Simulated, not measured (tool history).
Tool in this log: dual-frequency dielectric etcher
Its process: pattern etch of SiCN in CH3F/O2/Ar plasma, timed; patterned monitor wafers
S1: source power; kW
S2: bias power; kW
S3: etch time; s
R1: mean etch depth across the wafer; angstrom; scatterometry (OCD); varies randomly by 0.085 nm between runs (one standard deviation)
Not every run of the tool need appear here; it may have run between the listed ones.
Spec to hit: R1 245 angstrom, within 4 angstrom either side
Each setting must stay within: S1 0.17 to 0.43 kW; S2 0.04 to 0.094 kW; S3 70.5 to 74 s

| run | hour | S1 | S2 | S3 | R1 |
|---|---|---|---|---|---|
| 1 | 0 | 0.3 | 0.067 | 70.5 | 207.45 |
| 2 | 1.1 | 0.33 | 0.068 | 70.5 | 220.7 |
| 3 | 4.3 | 0.33 | 0.068 | 74 | 230.48 |
| 4 | 6 | 0.33 | 0.06 | 74 | 224.1 |
| 5 | 10.3 | 0.33 | 0.066 | 74 | 229.5 |
| 6 | 13.3 | 0.3 | 0.066 | 74 | 218.53 |
| 7 | 18.7 | 0.31 | 0.066 | 74 | 220.99 |
| 8 | 24 | 0.32 | 0.066 | 74 | 226.85 |
| 9 | 26.7 | 0.32 | 0.066 | 74 | 226.48 |
| 10 | 35.5 | 0.33 | 0.066 | 74 | 228.6 |
| 11 | 42.4 | 0.34 | 0.066 | 74 | 233 |
| 12 | 44.5 | 0.35 | 0.066 | 74 | 236.53 |
| 13 | 50.3 | 0.36 | 0.066 | 74 | 239.34 |

Pick the move, out of 5, that brings all results within their allowed miss; only one does.
| A | 56.1 | 0.34 | 0.07 | 72 | ? |
| B | 56.1 | 0.38 | 0.068 | 71 | ? |
| C | 56.1 | 0.34 | 0.078 | 71 | ? |
| D | 56.1 | 0.36 | 0.068 | 71 | ? |
| E | 56.1 | 0.4 | 0.064 | 72 | ? |

| move | R1 |
|---|---|
| A | 228.23 |
| B | 236.33 |
| C | 231.62 |
| D | 230 |
| E | 242.14 |
A: the biggest miss grows against the last run
B: the biggest miss grows against the last run
C: the biggest miss grows against the last run
D: the biggest miss grows against the last run
E: all results in spec
The right move is E.

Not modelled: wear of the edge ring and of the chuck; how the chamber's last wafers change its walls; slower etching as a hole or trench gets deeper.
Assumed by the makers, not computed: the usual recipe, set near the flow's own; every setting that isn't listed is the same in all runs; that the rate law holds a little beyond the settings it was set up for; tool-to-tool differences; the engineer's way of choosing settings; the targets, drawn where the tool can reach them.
